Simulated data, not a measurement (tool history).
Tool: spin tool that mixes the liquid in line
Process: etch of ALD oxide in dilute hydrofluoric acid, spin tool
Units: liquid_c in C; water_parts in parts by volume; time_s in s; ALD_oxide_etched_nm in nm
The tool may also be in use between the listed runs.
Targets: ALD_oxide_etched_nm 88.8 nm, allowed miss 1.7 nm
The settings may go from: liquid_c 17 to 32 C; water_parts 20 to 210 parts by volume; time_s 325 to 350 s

run 1 day=0 | liquid_c=24 water_parts=115 time_s=325 | ALD_oxide_etched_nm=64.299
run 2 day=0.167 | liquid_c=24 water_parts=115 time_s=325 | ALD_oxide_etched_nm=64.536
run 3 day=0.417 | liquid_c=24 water_parts=90 time_s=325 | ALD_oxide_etched_nm=84.246
run 4 day=0.762 | liquid_c=24.5 water_parts=90 time_s=325 | ALD_oxide_etched_nm=87.095
run 5 day=0.908 | liquid_c=24.5 water_parts=70 time_s=325 | ALD_oxide_etched_nm=113.61
run 6 day=1.125 | liquid_c=24.5 water_parts=70 time_s=325 | ALD_oxide_etched_nm=113.42
run 7 day=1.462 | liquid_c=23.5 water_parts=70 time_s=325 | ALD_oxide_etched_nm=109.36
run 8 day=1.5 | liquid_c=22 water_parts=70 time_s=325 | ALD_oxide_etched_nm=102.63
run 9 day=1.688 | liquid_c=21 water_parts=70 time_s=325 | ALD_oxide_etched_nm=98.066
run 10 day=2.046 | liquid_c=20.5 water_parts=70 time_s=325 | ALD_oxide_etched_nm=95.878
run 11 day=2.383 | liquid_c=20 water_parts=70 time_s=325 | ALD_oxide_etched_nm=94.287
run 12 day=2.588 | liquid_c=19.5 water_parts=70 time_s=325 | ALD_oxide_etched_nm=92.765
run 13 day=2.938 | liquid_c=19 water_parts=70 time_s=325 | ALD_oxide_etched_nm=90.601

4 next moves are on the table. One of them brings every result within its allowed miss. Which?
run A day=3.288 | liquid_c=20 water_parts=70 time_s=325 | ALD_oxide_etched_nm=?
run B day=3.288 | liquid_c=19 water_parts=75 time_s=325 | ALD_oxide_etched_nm=?
run C day=3.288 | liquid_c=17.5 water_parts=75 time_s=350 | ALD_oxide_etched_nm=?
run D day=3.288 | liquid_c=20.5 water_parts=75 time_s=325 | ALD_oxide_etched_nm=?

move=A ALD_oxide_etched_nm=94.16
move=B ALD_oxide_etched_nm=83.785
move=C ALD_oxide_etched_nm=84.673
move=D ALD_oxide_etched_nm=89.212
A: further off than the last run
B: takes the result that was furthest off past its target
C: takes the result that was furthest off past its target
D: meets every target
The right move is D.

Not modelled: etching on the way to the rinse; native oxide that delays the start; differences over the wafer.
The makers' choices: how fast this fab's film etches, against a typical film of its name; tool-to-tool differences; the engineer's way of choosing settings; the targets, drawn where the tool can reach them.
